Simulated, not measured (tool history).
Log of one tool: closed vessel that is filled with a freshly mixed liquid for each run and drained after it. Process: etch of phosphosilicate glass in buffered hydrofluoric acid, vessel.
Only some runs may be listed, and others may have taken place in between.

| run | hour | temperature setpoint of the liquid (C) | parts of 40 % ammonium fluoride to one part of 49 % hydrofluoric acid (parts by volume) | time in the liquid (s) | thickness taken off the phosphosilicate glass on a monitor wafer (nm) |
|---|---|---|---|---|---|
| 1 | 0.0 | 25.0 | 11 | 90 | 381.83 |
| 2 | 3.5 | 23.5 | 11 | 90 | 354.44 |
| 3 | 9.0 | 22.5 | 11 | 90 | 336.93 |
| 4 | 11.9 | 21.5 | 11 | 90 | 317.88 |
|  | 19.9 | thermometer replaced |
| 5 | 19.9 | 21.5 | 14 | 90 | 218.44 |
| 6 | 28.8 | 21.5 | 17 | 90 | 178.88 |
| 7 | 33.9 | 23.5 | 17 | 90 | 202.21 |

Run 8 has not been measured yet. What should we expect?
| 8 | 40.2 | 25.0 | 17 | 90 | ? |

{"run 8": {"thickness taken off the phosphosilicate glass on a monitor wafer (nm)": 219.08}}
